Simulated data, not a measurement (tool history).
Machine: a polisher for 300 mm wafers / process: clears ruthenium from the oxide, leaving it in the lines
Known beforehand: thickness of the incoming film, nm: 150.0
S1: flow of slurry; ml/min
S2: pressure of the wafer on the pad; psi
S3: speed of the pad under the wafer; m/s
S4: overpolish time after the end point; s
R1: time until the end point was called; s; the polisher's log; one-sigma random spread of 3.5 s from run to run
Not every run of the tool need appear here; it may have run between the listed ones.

run	hour	S1	S2	S3	S4	R1
1	0.0	155	2.4	0.78	48	135.36
2	5.8	155	2.4	0.90	48	120.87
3	12.0	185	2.4	0.90	48	116.53
4	18.2	185	2.7	0.90	48	103.76
5	21.1	185	2.2	0.90	48	127.17
6	27.1	185	1.7	0.90	48	161.47
# hour 32.7: slurry nozzle cleaned
7	32.7	185	1.5	0.86	48	178.08
8	33.3	185	1.4	0.82	48	196.35
9	37.0	185	1.3	0.80	48	224.91

Estimate the outcome of run 10 from the log above:
10	42.5	185	1.3	0.80	48	?

Run 10 yielded R1 214.18 s.
